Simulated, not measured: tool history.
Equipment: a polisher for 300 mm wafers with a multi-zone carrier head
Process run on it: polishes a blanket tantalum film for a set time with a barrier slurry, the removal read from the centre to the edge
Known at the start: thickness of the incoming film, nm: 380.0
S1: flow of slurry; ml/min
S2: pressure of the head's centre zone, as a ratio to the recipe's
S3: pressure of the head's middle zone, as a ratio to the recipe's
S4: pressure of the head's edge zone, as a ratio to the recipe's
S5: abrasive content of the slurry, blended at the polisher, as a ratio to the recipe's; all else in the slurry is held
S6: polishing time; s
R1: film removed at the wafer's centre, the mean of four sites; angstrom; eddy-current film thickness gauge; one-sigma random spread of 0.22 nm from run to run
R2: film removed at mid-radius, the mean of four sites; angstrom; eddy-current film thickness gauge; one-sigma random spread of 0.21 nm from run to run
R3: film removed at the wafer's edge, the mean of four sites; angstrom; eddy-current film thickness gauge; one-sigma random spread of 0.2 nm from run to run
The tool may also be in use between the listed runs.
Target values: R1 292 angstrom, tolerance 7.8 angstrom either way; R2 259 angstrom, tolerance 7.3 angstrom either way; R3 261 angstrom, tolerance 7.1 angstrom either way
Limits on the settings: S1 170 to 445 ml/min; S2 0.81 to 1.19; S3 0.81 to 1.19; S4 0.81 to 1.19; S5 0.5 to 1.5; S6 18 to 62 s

run 1 hour=0 | S1=285 S2=1 S3=1 S4=1 S5=1 S6=40 | R1=566.08 R2=564.78 R3=568.06
run 2 hour=4.9 | S1=285 S2=1.01 S3=0.98 S4=0.97 S5=0.9 S6=36 | R1=499.4 R2=477.3 R3=488.71
run 3 hour=7.2 | S1=285 S2=1.01 S3=0.98 S4=0.97 S5=0.9 S6=30 | R1=416.42 R2=397.64 R3=411.18
run 4 hour=11.7 | S1=285 S2=1.09 S3=0.98 S4=0.97 S5=0.9 S6=30 | R1=449.63 R2=402.23 R3=412.47
run 5 hour=12.7 | S1=285 S2=1.08 S3=0.98 S4=0.95 S5=0.85 S6=28 | R1=410.07 R2=366.95 R3=376.99
run 6 hour=14.3 | S1=320 S2=1.08 S3=0.98 S4=0.95 S5=0.85 S6=28 | R1=415.06 R2=371.06 R3=380.21
run 7 hour=22.1 | S1=320 S2=1.08 S3=0.98 S4=0.93 S5=0.8 S6=27 | R1=392.37 R2=356.31 R3=357.26
run 8 hour=25.7 | S1=320 S2=1.08 S3=0.97 S4=0.91 S5=0.75 S6=26 | R1=373.34 R2=334.21 R3=333.04
run 9 hour=29.1 | S1=320 S2=1.07 S3=0.95 S4=0.89 S5=0.7 S6=26 | R1=356.7 R2=323.54 R3=330.9
run 10 hour=34 | S1=325 S2=1.08 S3=0.95 S4=0.88 S5=0.65 S6=25 | R1=335.46 R2=305.13 R3=301.04
run 11 hour=38.1 | S1=320 S2=1.08 S3=0.94 S4=0.87 S5=0.6 S6=25 | R1=333.31 R2=291.43 R3=292.89
run 12 hour=46 | S1=310 S2=1.07 S3=0.93 S4=0.86 S5=0.6 S6=25 | R1=327.72 R2=291.93 R3=290.83
run 13 hour=50.5 | S1=300 S2=1.06 S3=0.92 S4=0.85 S5=0.6 S6=25 | R1=324.31 R2=285.15 R3=291.39
run 14 hour=54.6 | S1=295 S2=1.06 S3=0.92 S4=0.84 S5=0.6 S6=25 | R1=324.61 R2=287.06 R3=290.66
run 15 hour=57.6 | S1=295 S2=1.06 S3=0.91 S4=0.83 S5=0.55 S6=24 | R1=300.9 R2=265 R3=264.35
run 16 hour=65.3 | S1=290 S2=1.06 S3=0.91 S4=0.83 S5=0.55 S6=24 | R1=301.17 R2=269.47 R3=267.67

Of the 4 settings listed for the next run, only one would bring every result within its allowed miss of target. Which one?
run A hour=73 | S1=270 S2=1.07 S3=0.92 S4=0.84 S5=0.5 S6=24 | R1=? R2=? R3=?
run B hour=73 | S1=275 S2=1.15 S3=0.88 S4=0.81 S5=0.6 S6=23 | R1=? R2=? R3=?
run C hour=73 | S1=205 S2=1.01 S3=0.99 S4=0.81 S5=0.65 S6=23 | R1=? R2=? R3=?
run D hour=73 | S1=270 S2=1.08 S3=0.89 S4=0.83 S5=0.55 S6=24 | R1=? R2=? R3=?

move=A R1=294.88 R2=258.23 R3=256.71
move=B R1=323.6 R2=256.68 R3=258.85
move=C R1=283.49 R2=275.64 R3=260.32
move=D R1=307.47 R2=261.64 R3=264.23
A: every result within its allowed miss
B: the worst result of the last run now meets its target, but another is out of spec
C: the biggest miss grows against the last run
D: the worst result of the last run now meets its target, but another is out of spec
Correct choice: A, which meets every target

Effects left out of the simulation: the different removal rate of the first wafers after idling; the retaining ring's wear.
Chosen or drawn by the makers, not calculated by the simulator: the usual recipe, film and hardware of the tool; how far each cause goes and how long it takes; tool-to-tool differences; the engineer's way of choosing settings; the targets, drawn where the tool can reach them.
